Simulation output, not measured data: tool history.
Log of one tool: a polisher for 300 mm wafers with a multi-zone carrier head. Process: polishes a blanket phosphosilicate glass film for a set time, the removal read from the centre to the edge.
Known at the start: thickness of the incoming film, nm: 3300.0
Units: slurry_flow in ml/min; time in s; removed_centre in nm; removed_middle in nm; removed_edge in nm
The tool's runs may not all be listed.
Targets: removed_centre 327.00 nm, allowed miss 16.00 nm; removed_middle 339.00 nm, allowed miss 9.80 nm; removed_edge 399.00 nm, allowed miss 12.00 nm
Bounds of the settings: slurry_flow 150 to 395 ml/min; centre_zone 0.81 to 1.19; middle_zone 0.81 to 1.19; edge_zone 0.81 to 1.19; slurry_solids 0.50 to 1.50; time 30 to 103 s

run	hour	slurry_flow	centre_zone	middle_zone	edge_zone	slurry_solids	time	removed_centre	removed_middle	removed_edge
1	0.0	250	1.00	1.00	1.00	1.00	66	564.79	576.49	572.47
2	2.2	235	0.95	0.94	1.00	0.85	63	481.10	473.52	495.69
3	3.5	220	0.90	0.92	1.05	0.75	61	407.82	415.95	457.20
4	11.2	260	0.90	0.92	1.05	0.75	61	417.05	426.14	456.07
5	14.7	245	0.87	0.90	1.07	0.70	61	372.85	396.44	441.99
6	20.8	245	0.87	0.90	1.07	0.85	61	433.12	448.91	495.07
7	27.7	235	0.85	0.88	1.06	0.75	61	389.98	406.80	455.27
8	35.5	170	0.81	0.81	1.02	0.60	61	297.56	303.23	366.64
9	36.6	195	0.81	0.82	1.03	0.60	61	316.19	318.92	379.97
10	42.2	205	0.81	0.83	1.05	0.60	61	303.71	326.51	383.85
11	45.5	215	0.82	0.83	1.05	0.60	61	318.38	325.28	379.55
12	46.1	225	0.82	0.86	1.12	0.65	61	337.42	356.85	425.03
13	50.8	215	0.82	0.85	1.10	0.65	61	334.22	351.37	413.31
14	54.2	205	0.82	0.85	1.09	0.65	61	327.62	350.69	414.47

4 next moves are on the table. One of them brings every result within its allowed miss. Which?
A	57.6	205	0.81	0.89	1.15	0.65	61	?	?	?
B	57.6	215	0.85	0.83	1.10	0.60	66	?	?	?
C	57.6	195	0.81	0.95	0.97	0.65	61	?	?	?
D	57.6	170	0.83	0.84	1.03	0.70	58	?	?	?

move	removed_centre	removed_middle	removed_edge
A	320.63	364.97	424.84
B	346.41	354.43	429.71
C	318.00	382.44	398.07
D	317.18	337.24	399.68
A: further off than the last run
B: further off than the last run
C: brings the result that was furthest off to its target, and leaves another outside
D: meets every target
Move D is the one to make.
